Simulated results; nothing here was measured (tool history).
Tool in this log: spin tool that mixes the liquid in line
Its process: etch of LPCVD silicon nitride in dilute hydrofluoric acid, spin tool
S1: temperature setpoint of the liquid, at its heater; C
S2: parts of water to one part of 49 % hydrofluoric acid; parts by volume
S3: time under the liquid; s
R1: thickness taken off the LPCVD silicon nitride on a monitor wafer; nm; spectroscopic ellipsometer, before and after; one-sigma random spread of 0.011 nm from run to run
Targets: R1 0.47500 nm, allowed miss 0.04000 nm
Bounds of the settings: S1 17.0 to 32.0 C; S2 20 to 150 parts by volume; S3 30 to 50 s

Run 1, hour 0.0: S1 24.0 C, S2 85 parts by volume, S3 50 s. Result: R1 0.27294 nm.
Run 2, hour 7.5: S1 24.0 C, S2 85 parts by volume, S3 50 s. Result: R1 0.27772 nm.
Run 3, hour 8.7: S1 24.0 C, S2 100 parts by volume, S3 50 s. Result: R1 0.24077 nm.
Run 4, hour 15.0: S1 25.5 C, S2 95 parts by volume, S3 50 s. Result: R1 0.28099 nm.
Run 5, hour 22.5: S1 27.0 C, S2 95 parts by volume, S3 50 s. Result: R1 0.29980 nm.
Run 6, hour 29.4: S1 27.0 C, S2 95 parts by volume, S3 30 s. Result: R1 0.18823 nm.
Run 7, hour 38.0: S1 27.0 C, S2 80 parts by volume, S3 35 s. Result: R1 0.26451 nm.
Run 8, hour 39.1: S1 27.0 C, S2 70 parts by volume, S3 35 s. Result: R1 0.28958 nm.
Run 9, hour 40.8: S1 27.0 C, S2 60 parts by volume, S3 35 s. Result: R1 0.33983 nm.
Run 10, hour 42.3: S1 27.0 C, S2 55 parts by volume, S3 35 s. Result: R1 0.36976 nm.
Run 11, hour 43.2: S1 27.0 C, S2 50 parts by volume, S3 35 s. Result: R1 0.39766 nm.

4 candidate next runs follow, results not yet known. Just one meets every target within its allowed miss. Identify it.
Run A, hour 44.1: S1 27.0 C, S2 75 parts by volume, S3 50 s. Result: R1 ?.
Run B, hour 44.1: S1 29.5 C, S2 65 parts by volume, S3 30 s. Result: R1 ?.
Run C, hour 44.1: S1 24.5 C, S2 30 parts by volume, S3 30 s. Result: R1 ?.
Run D, hour 44.1: S1 24.5 C, S2 45 parts by volume, S3 50 s. Result: R1 ?.

move       R1
   A  0.38134
   B  0.31001
   C  0.47556
   D  0.53428
A: further off than the last run
B: further off than the last run
C: hits every target within its allowed miss
D: pushes the last run's worst result past its target
Go with C: it meets all targets.
